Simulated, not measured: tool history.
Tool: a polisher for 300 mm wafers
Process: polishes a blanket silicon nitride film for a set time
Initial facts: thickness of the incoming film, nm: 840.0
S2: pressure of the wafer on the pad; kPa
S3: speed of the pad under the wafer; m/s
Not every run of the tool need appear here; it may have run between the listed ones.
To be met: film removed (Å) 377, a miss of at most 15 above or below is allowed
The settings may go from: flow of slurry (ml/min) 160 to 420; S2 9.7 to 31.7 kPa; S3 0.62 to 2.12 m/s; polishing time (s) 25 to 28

run 1 hour=0 | flow_of_slurry_(ml/min)=270 S2=20.7 S3=1.36 polishing_time_(s)=28 | film_removed_(Å)=591.92
run 2 hour=2 | flow_of_slurry_(ml/min)=225 S2=20.7 S3=1.36 polishing_time_(s)=28 | film_removed_(Å)=578.88
run 3 hour=6.4 | flow_of_slurry_(ml/min)=225 S2=20.7 S3=1.56 polishing_time_(s)=28 | film_removed_(Å)=639.29
run 4 hour=15.4 | flow_of_slurry_(ml/min)=225 S2=19.3 S3=1.56 polishing_time_(s)=28 | film_removed_(Å)=604.05
-- hour=20.8 slurry nozzle cleaned
run 5 hour=20.8 | flow_of_slurry_(ml/min)=225 S2=19.3 S3=1.74 polishing_time_(s)=28 | film_removed_(Å)=720.12
run 6 hour=24.8 | flow_of_slurry_(ml/min)=225 S2=19.3 S3=2.02 polishing_time_(s)=28 | film_removed_(Å)=792.41
run 7 hour=26.5 | flow_of_slurry_(ml/min)=225 S2=13.8 S3=1.64 polishing_time_(s)=25 | film_removed_(Å)=443.51
run 8 hour=28.6 | flow_of_slurry_(ml/min)=225 S2=12.4 S3=1.64 polishing_time_(s)=25 | film_removed_(Å)=408.32

Which of these 5 next moves meets every target?
run A hour=30.7 | flow_of_slurry_(ml/min)=205 S2=13.8 S3=1.54 polishing_time_(s)=27 | film_removed_(Å)=?
run B hour=30.7 | flow_of_slurry_(ml/min)=260 S2=11.7 S3=1.68 polishing_time_(s)=28 | film_removed_(Å)=?
run C hour=30.7 | flow_of_slurry_(ml/min)=240 S2=11.7 S3=1.72 polishing_time_(s)=26 | film_removed_(Å)=?
run D hour=30.7 | flow_of_slurry_(ml/min)=265 S2=11.7 S3=1.44 polishing_time_(s)=27 | film_removed_(Å)=?
run E hour=30.7 | flow_of_slurry_(ml/min)=220 S2=11 S3=1.74 polishing_time_(s)=27 | film_removed_(Å)=?

move=A film_removed_(Å)=449.27
move=B film_removed_(Å)=447.74
move=C film_removed_(Å)=419.63
move=D film_removed_(Å)=382.47
move=E film_removed_(Å)=412.92
A: the biggest miss grows against the last run
B: the biggest miss grows against the last run
C: the biggest miss grows against the last run
D: meets every target
E: the biggest miss grows against the last run
The right move is D.
